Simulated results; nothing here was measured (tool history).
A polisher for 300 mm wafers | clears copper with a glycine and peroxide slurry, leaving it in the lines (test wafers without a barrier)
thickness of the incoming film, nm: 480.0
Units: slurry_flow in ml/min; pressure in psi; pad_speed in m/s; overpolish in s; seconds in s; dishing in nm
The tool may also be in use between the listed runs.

run  hour  slurry_flow  pressure  pad_speed  overpolish  seconds  dishing
  1     0          220       3.2       1.28          14   67.409   39.276
  2     2          205         3       1.44          11   62.713   35.259
  3   4.9          240         3       1.44          11   63.101    36.14
  4   9.1          220         3       1.44          11   60.301   35.053
  5   9.7          220         3       1.72          11   52.903   38.621
  6  17.6          190         3       1.72          11   53.768   38.056
  7  20.7          170       2.8       1.76           9   59.637   32.673

The next listed run, before its measurement:
  8  21.3          155       2.8        1.8           7        ?        ?

{"run 8": {"seconds": 59.308, "dishing": 27.657}}

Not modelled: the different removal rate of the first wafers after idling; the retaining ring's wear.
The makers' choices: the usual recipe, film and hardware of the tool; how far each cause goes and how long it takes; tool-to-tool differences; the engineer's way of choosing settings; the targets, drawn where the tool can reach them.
